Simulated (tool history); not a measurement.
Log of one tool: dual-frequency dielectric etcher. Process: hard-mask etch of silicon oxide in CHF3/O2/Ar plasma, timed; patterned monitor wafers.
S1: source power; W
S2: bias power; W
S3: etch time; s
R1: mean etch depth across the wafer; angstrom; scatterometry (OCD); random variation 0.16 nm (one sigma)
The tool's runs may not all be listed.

run  hour   S1   S2    S3      R1
  1   0.0  510  190  23.5  463.50
  2   5.0  510  190  25.0  491.03
  3  12.5  510  176  25.0  486.21
  4  14.7  450  176  25.0  462.97
  5  20.8  410  176  25.0  440.03
  6  27.4  400  176  25.0  437.35
  7  30.0  390  176  25.0  432.33

The next listed run, before its measurement:
  8  33.1  380  176  25.0   ?

R1: 426.44 angstrom

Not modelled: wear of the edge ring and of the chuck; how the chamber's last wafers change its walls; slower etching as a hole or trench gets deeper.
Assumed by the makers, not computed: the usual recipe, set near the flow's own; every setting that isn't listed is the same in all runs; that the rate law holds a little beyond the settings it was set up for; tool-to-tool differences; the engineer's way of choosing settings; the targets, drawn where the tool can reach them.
